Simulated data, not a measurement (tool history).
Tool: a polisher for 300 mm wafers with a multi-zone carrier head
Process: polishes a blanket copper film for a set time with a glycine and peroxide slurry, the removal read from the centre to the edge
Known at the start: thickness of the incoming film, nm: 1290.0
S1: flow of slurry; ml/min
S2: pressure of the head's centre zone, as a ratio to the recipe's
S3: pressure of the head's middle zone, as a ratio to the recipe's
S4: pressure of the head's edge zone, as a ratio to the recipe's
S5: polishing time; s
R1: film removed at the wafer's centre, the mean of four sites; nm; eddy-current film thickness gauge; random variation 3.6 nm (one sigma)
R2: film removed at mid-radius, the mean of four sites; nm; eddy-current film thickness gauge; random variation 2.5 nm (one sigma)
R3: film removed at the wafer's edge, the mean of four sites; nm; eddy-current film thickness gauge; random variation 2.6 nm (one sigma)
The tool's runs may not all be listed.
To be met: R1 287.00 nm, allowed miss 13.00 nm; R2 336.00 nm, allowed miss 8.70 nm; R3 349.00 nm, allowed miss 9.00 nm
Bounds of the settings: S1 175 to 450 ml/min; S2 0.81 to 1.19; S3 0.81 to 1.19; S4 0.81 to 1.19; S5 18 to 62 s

run    day   S1    S2    S3    S4  S5      R1      R2      R3
  1  0.000  290  1.00  1.00  1.00  40  251.72  251.64  250.18
  2  0.058  295  0.97  1.01  1.05  43  266.73  275.16  275.76
  3  0.354  295  0.97  1.01  1.00  43  264.94  269.33  268.83
  4  0.546  295  0.94  1.02  1.05  45  263.53  284.35  288.15
  5  0.704  295  0.94  1.02  1.05  50  304.47  319.27  318.65
  6  0.888  305  0.92  1.03  1.09  50  289.06  326.06  328.55
  7  1.021  315  0.92  1.03  1.11  50  293.52  329.63  328.91
  8  1.083  310  0.91  1.02  1.13  50  290.07  323.40  331.62
  9  1.167  315  0.90  1.02  1.15  50  292.08  327.37  336.12

Which of these 5 next moves meets every target?
  A  1.250  425  0.94  1.15  1.18  47   ?   ?   ?
  B  1.250  320  0.85  1.01  1.17  48   ?   ?   ?
  C  1.250  320  0.88  1.04  1.19  51   ?   ?   ?
  D  1.250  385  0.86  1.03  1.14  49   ?   ?   ?
  E  1.250  300  0.81  0.92  1.19  52   ?   ?   ?

move      R1      R2      R3
   A  292.07  343.01  327.69
   B  262.58  306.69  328.04
   C  288.98  333.98  351.51
   D  275.95  323.28  334.26
   E  268.95  305.40  357.31
A: further off than the last run
B: further off than the last run
C: meets every target
D: further off than the last run
E: brings the result that was furthest off to its target, and leaves another outside
The right move is C.
